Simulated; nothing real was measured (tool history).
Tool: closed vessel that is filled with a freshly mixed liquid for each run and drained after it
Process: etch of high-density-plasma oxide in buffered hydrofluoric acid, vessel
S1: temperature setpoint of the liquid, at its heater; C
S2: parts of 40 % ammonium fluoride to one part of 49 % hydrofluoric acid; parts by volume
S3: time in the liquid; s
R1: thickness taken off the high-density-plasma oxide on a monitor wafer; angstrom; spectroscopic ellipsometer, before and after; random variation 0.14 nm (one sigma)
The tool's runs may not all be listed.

| run | hour | S1 | S2 | S3 | R1 |
|---|---|---|---|---|---|
| 1 | 0 | 21 | 20.5 | 30 | 172.01 |
| 2 | 6.5 | 22 | 20.5 | 30 | 183.14 |
| 3 | 13.1 | 20.5 | 20.5 | 30 | 168.07 |
| 4 | 21.1 | 20.5 | 20.5 | 30 | 168.29 |
| 5 | 27.1 | 21.5 | 20.5 | 30 | 175.87 |
| 6 | 28.8 | 20 | 20.5 | 30 | 164.81 |
| 7 | 37.1 | 20 | 20.5 | 30 | 165.03 |
| 8 | 43.5 | 21 | 20.5 | 30 | 173.46 |
| 9 | 45.6 | 22 | 20.5 | 30 | 183.62 |
| 10 | 52.8 | 22.5 | 20.5 | 30 | 187.64 |
| 11 | 61.5 | 23 | 20.5 | 30 | 192.75 |

The next listed run, before its measurement:
| 12 | 64.9 | 23.5 | 20.5 | 30 | ? |

Run 12 gave R1 199.04 angstrom.

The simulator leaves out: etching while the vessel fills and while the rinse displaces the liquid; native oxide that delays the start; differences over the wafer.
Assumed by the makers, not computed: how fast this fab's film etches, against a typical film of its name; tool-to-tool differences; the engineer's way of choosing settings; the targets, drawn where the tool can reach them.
